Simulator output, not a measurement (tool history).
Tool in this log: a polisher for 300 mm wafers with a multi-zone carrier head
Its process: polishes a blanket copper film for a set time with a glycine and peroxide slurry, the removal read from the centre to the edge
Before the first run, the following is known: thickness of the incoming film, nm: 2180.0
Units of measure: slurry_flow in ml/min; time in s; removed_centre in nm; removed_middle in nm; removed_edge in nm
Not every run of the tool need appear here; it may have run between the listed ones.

Run 1, hour 0.0: slurry_flow 125 ml/min, centre_zone 1.00, middle_zone 1.00, edge_zone 1.00, time 45 s. Result: removed_centre 280.22 nm, removed_middle 284.88 nm, removed_edge 284.26 nm.
Run 2, hour 2.5: slurry_flow 155 ml/min, centre_zone 1.00, middle_zone 1.00, edge_zone 1.00, time 45 s. Result: removed_centre 294.60 nm, removed_middle 302.12 nm, removed_edge 295.13 nm.
Run 3, hour 4.8: slurry_flow 155 ml/min, centre_zone 1.00, middle_zone 1.00, edge_zone 1.06, time 45 s. Result: removed_centre 296.16 nm, removed_middle 296.38 nm, removed_edge 302.38 nm.
Run 4, hour 9.5: slurry_flow 185 ml/min, centre_zone 1.00, middle_zone 1.00, edge_zone 1.06, time 45 s. Result: removed_centre 306.48 nm, removed_middle 302.88 nm, removed_edge 307.72 nm.
Run 5, hour 10.8: slurry_flow 175 ml/min, centre_zone 0.97, middle_zone 0.95, edge_zone 1.02, time 39 s. Result: removed_centre 256.12 nm, removed_middle 253.44 nm, removed_edge 258.48 nm.
Run 6, hour 16.2: slurry_flow 160 ml/min, centre_zone 0.94, middle_zone 0.91, edge_zone 1.00, time 36 s. Result: removed_centre 224.22 nm, removed_middle 224.22 nm, removed_edge 239.36 nm.
Run 7, hour 22.2: slurry_flow 150 ml/min, centre_zone 0.93, middle_zone 0.88, edge_zone 0.96, time 34 s. Result: removed_centre 208.15 nm, removed_middle 203.95 nm, removed_edge 216.02 nm.

What does the tool deliver on the next run?
Run 8, hour 29.8: slurry_flow 135 ml/min, centre_zone 0.91, middle_zone 0.86, edge_zone 0.93, time 34 s. Result: removed_centre ?, removed_middle ?, removed_edge ?.

{"run 8": {"removed_centre": 197.68, "removed_middle": 195.03, "removed_edge": 208.52}}

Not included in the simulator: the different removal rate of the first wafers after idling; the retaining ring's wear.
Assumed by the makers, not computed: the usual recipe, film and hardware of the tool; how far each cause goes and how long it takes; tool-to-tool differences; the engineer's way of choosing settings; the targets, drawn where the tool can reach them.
